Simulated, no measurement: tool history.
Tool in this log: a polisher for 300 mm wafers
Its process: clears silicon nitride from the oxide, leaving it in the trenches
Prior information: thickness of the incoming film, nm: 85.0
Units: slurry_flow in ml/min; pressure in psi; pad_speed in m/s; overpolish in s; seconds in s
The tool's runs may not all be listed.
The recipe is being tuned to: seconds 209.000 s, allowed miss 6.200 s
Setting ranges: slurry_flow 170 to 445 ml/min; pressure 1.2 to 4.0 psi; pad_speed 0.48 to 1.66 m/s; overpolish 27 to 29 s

run 1 day=0.000 | slurry_flow=285 pressure=2.6 pad_speed=1.06 overpolish=27 | seconds=104.950
run 2 day=0.088 | slurry_flow=285 pressure=2.9 pad_speed=1.06 overpolish=27 | seconds=93.271
run 3 day=0.175 | slurry_flow=285 pressure=3.1 pad_speed=1.06 overpolish=27 | seconds=86.940
run 4 day=0.321 | slurry_flow=285 pressure=3.7 pad_speed=1.06 overpolish=27 | seconds=71.492
run 5 day=0.438 | slurry_flow=235 pressure=3.7 pad_speed=1.06 overpolish=27 | seconds=74.684
run 6 day=0.471 | slurry_flow=220 pressure=2.9 pad_speed=1.00 overpolish=27 | seconds=99.642
run 7 day=0.517 | slurry_flow=220 pressure=2.3 pad_speed=0.92 overpolish=27 | seconds=136.770
run 8 day=0.550 | slurry_flow=220 pressure=1.9 pad_speed=0.90 overpolish=27 | seconds=169.010
run 9 day=0.579 | slurry_flow=220 pressure=1.9 pad_speed=0.90 overpolish=27 | seconds=168.360
run 10 day=0.908 | slurry_flow=220 pressure=1.7 pad_speed=0.90 overpolish=27 | seconds=186.800
run 11 day=1.279 | slurry_flow=220 pressure=1.6 pad_speed=0.90 overpolish=27 | seconds=198.040
-- day=1.538 head pressure recalibrated
run 12 day=1.538 | slurry_flow=220 pressure=1.5 pad_speed=0.90 overpolish=27 | seconds=231.370
run 13 day=1.708 | slurry_flow=215 pressure=1.5 pad_speed=0.90 overpolish=27 | seconds=227.580

5 next moves are on the table. One of them brings every result within its allowed miss. Which?
run A day=1.879 | slurry_flow=210 pressure=1.4 pad_speed=0.92 overpolish=27 | seconds=?
run B day=1.879 | slurry_flow=175 pressure=1.6 pad_speed=0.94 overpolish=29 | seconds=?
run C day=1.879 | slurry_flow=250 pressure=1.5 pad_speed=0.76 overpolish=29 | seconds=?
run D day=1.879 | slurry_flow=170 pressure=1.3 pad_speed=0.98 overpolish=27 | seconds=?
run E day=1.879 | slurry_flow=205 pressure=1.3 pad_speed=0.92 overpolish=27 | seconds=?

move=A seconds=238.700
move=B seconds=210.220
move=C seconds=264.100
move=D seconds=246.650
move=E seconds=256.650
A: lands further from the targets than the last run did
B: in spec on every target
C: lands further from the targets than the last run did
D: lands further from the targets than the last run did
E: lands further from the targets than the last run did
B meets every target.
